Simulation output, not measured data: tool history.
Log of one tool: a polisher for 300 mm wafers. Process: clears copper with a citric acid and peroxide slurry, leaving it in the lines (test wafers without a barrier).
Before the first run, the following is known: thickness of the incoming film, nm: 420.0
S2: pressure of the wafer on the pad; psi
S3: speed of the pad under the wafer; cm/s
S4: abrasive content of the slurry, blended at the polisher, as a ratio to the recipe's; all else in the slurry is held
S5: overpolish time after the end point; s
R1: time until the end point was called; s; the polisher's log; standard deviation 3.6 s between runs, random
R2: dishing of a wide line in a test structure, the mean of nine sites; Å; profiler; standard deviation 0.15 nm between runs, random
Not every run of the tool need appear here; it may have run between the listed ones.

{"run": 1, "hour": 0.0, "flow of slurry (ml/min)": 235, "S2": 3.9, "S3": 104, "S4": 1.0, "S5": 11, "R1": 165.22, "R2": 203.3}
{"run": 2, "hour": 3.9, "flow of slurry (ml/min)": 235, "S2": 3.9, "S3": 104, "S4": 1.0, "S5": 9, "R1": 167.22, "R2": 172.71}
{"run": 3, "hour": 12.2, "flow of slurry (ml/min)": 235, "S2": 3.7, "S3": 104, "S4": 1.0, "S5": 8, "R1": 175.72, "R2": 145.82}
{"run": 4, "hour": 20.5, "flow of slurry (ml/min)": 235, "S2": 3.6, "S3": 104, "S4": 1.0, "S5": 8, "R1": 182.96, "R2": 147.42}
{"run": 5, "hour": 22.2, "flow of slurry (ml/min)": 235, "S2": 3.5, "S3": 104, "S4": 1.0, "S5": 7, "R1": 185.66, "R2": 124.02}
{"run": 6, "hour": 30.8, "flow of slurry (ml/min)": 235, "S2": 3.4, "S3": 104, "S4": 1.0, "S5": 7, "R1": 189.75, "R2": 114.91}
{"run": 7, "hour": 33.5, "flow of slurry (ml/min)": 235, "S2": 2.4, "S3": 104, "S4": 1.0, "S5": 6, "R1": 268.8, "R2": 73.719}

Run 8 has not been measured yet. What should we expect?
{"run": 8, "hour": 37.8, "flow of slurry (ml/min)": 235, "S2": 2.9, "S3": 104, "S4": 1.0, "S5": 6, "R1": "?", "R2": "?"}

{"run 8": {"R1": 223.17, "R2": 83.854}}
